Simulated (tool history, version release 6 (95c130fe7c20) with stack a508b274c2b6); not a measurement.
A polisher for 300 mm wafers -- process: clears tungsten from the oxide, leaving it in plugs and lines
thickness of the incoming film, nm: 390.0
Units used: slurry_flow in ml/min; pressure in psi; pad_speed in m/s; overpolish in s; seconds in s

run,hour,slurry_flow,pressure,pad_speed,slurry_solids,overpolish,seconds
1,0,205,4,1.16,1,7,56.067
2,5.9,205,4,1.16,1.15,7,53.199
3,10.9,205,4,1.16,1.25,7,51.254
4,18.6,205,4,0.96,1.25,7,61.583
5,27.5,205,4,0.96,1.15,7,62.451
6,34.9,205,4,0.96,1.25,7,60.129
7,43.3,205,3.9,0.96,1.25,7,60.298
8,52.1,205,3.7,0.96,1.25,7,65.739

Predict the results of run 9:
9,59.1,205,3.6,0.96,1.25,7,?

seconds: 67.112 s
